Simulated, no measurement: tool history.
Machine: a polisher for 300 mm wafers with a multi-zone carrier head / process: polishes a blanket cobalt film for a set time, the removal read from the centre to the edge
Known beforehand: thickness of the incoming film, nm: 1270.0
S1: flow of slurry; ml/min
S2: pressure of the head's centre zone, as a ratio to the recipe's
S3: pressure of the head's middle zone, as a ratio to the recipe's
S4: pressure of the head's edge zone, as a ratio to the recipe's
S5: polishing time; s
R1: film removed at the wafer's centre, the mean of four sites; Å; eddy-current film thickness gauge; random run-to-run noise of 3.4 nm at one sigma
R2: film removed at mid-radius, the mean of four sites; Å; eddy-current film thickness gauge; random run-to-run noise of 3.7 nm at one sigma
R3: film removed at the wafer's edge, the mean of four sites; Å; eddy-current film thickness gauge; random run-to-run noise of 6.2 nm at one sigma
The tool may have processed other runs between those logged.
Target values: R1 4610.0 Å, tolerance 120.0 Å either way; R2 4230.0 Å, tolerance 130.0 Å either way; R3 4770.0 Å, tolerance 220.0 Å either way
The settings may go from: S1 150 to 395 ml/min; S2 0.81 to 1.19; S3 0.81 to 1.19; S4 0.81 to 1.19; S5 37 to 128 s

{"run": 1, "hour": 0.0, "S1": 250, "S2": 1.0, "S3": 1.0, "S4": 1.0, "S5": 82, "R1": 3954.4, "R2": 4018.5, "R3": 3993.8}
{"run": 2, "hour": 2.0, "S1": 200, "S2": 1.0, "S3": 1.0, "S4": 1.0, "S5": 82, "R1": 3800.3, "R2": 3900.5, "R3": 4006.0}
{"run": 3, "hour": 7.0, "S1": 200, "S2": 1.0, "S3": 1.0, "S4": 1.0, "S5": 62, "R1": 2869.3, "R2": 2912.3, "R3": 2901.0}
{"run": 4, "hour": 13.5, "S1": 185, "S2": 1.04, "S3": 1.0, "S4": 1.05, "S5": 71, "R1": 3365.6, "R2": 3313.0, "R3": 3463.8}
{"run": 5, "hour": 19.3, "S1": 185, "S2": 1.04, "S3": 1.0, "S4": 1.05, "S5": 63, "R1": 2997.3, "R2": 2929.4, "R3": 2990.9}
{"run": 6, "hour": 28.2, "S1": 175, "S2": 1.06, "S3": 1.0, "S4": 1.08, "S5": 72, "R1": 3449.2, "R2": 3298.5, "R3": 3425.5}
{"run": 7, "hour": 32.4, "S1": 175, "S2": 1.06, "S3": 0.98, "S4": 1.1, "S5": 79, "R1": 3769.1, "R2": 3554.7, "R3": 3833.5}
{"run": 8, "hour": 39.1, "S1": 245, "S2": 1.1, "S3": 0.99, "S4": 1.19, "S5": 91, "R1": 4835.3, "R2": 4390.0, "R3": 4680.0}
{"run": 9, "hour": 45.7, "S1": 230, "S2": 1.09, "S3": 0.98, "S4": 1.19, "S5": 92, "R1": 4800.6, "R2": 4431.4, "R3": 4695.3}
{"run": 10, "hour": 49.0, "S1": 210, "S2": 1.08, "S3": 0.96, "S4": 1.19, "S5": 93, "R1": 4666.2, "R2": 4331.7, "R3": 4745.3}

Below are 5 possible settings for the next run. Only one of them brings all results inside the allowed miss of their targets. Which is it?
{"run": "A", "hour": 52.3, "S1": 190, "S2": 1.03, "S3": 1.04, "S4": 1.16, "S5": 97, "R1": "?", "R2": "?", "R3": "?"}
{"run": "B", "hour": 52.3, "S1": 300, "S2": 1.12, "S3": 1.12, "S4": 1.17, "S5": 82, "R1": "?", "R2": "?", "R3": "?"}
{"run": "C", "hour": 52.3, "S1": 155, "S2": 1.05, "S3": 1.01, "S4": 1.19, "S5": 104, "R1": "?", "R2": "?", "R3": "?"}
{"run": "D", "hour": 52.3, "S1": 230, "S2": 1.07, "S3": 0.96, "S4": 1.19, "S5": 90, "R1": "?", "R2": "?", "R3": "?"}
{"run": "E", "hour": 52.3, "S1": 225, "S2": 1.08, "S3": 1.01, "S4": 1.16, "S5": 93, "R1": "?", "R2": "?", "R3": "?"}

move=A R1=4655.1 R2=4605.8 R3=4804.0
move=B R1=4664.1 R2=4425.3 R3=4311.8
move=C R1=4807.1 R2=4601.5 R3=5038.9
move=D R1=4675.7 R2=4195.3 R3=4644.5
move=E R1=4857.6 R2=4471.5 R3=4719.9
A: further off than the last run
B: further off than the last run
C: further off than the last run
D: meets every target
E: further off than the last run
Answer: D

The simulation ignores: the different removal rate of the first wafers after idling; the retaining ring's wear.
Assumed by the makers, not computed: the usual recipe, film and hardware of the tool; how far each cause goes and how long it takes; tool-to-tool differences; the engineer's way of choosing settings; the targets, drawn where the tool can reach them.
